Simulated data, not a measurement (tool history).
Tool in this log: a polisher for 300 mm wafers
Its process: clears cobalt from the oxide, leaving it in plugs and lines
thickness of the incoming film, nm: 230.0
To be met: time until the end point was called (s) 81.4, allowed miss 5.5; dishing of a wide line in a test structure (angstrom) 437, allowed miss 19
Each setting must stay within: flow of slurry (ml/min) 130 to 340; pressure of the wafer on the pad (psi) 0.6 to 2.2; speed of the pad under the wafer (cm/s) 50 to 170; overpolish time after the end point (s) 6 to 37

| run | hour | flow of slurry (ml/min) | pressure of the wafer on the pad (psi) | speed of the pad under the wafer (cm/s) | overpolish time after the end point (s) | time until the end point was called (s) | dishing of a wide line in a test structure (angstrom) |
|---|---|---|---|---|---|---|---|
| 1 | 0 | 220 | 1.4 | 110 | 19 | 45.906 | 529.04 |
| 2 | 1.8 | 220 | 1.1 | 108 | 20 | 61.039 | 461.27 |
| 3 | 5.5 | 220 | 1.1 | 108 | 27 | 62.121 | 555.79 |
| 4 | 13.3 | 220 | 1.1 | 108 | 20 | 59.154 | 474.22 |
| 5 | 15.1 | 220 | 1.1 | 108 | 14 | 60.674 | 369.03 |
| 6 | 23.4 | 220 | 1.1 | 88 | 14 | 68.909 | 334.37 |
| 7 | 29 | 220 | 1 | 90 | 18 | 75.105 | 385.31 |
| 8 | 30.1 | 220 | 1 | 90 | 20 | 74.227 | 406.49 |
| 9 | 31.2 | 220 | 1 | 90 | 21 | 74.018 | 421.45 |
| 10 | 32.2 | 220 | 1 | 90 | 22 | 74.894 | 429.59 |

Consider the 4 candidate settings below. Which is the only one whose results all fall within their allowed miss of target?
| A | 33.2 | 160 | 1 | 88 | 24 | ? | ? |
| B | 33.2 | 270 | 1 | 98 | 19 | ? | ? |
| C | 33.2 | 250 | 1 | 80 | 21 | ? | ? |
| D | 33.2 | 260 | 1.1 | 96 | 21 | ? | ? |

| move | time until the end point was called (s) | dishing of a wide line in a test structure (angstrom) |
|---|---|---|
| A | 79.628 | 444.99 |
| B | 68.88 | 418.76 |
| C | 79.23 | 407.84 |
| D | 63.985 | 469.67 |
A: every result within its allowed miss
B: the biggest miss grows against the last run
C: the furthest-off result lands on target, but another misses its tolerance
D: the biggest miss grows against the last run
The right move is A.
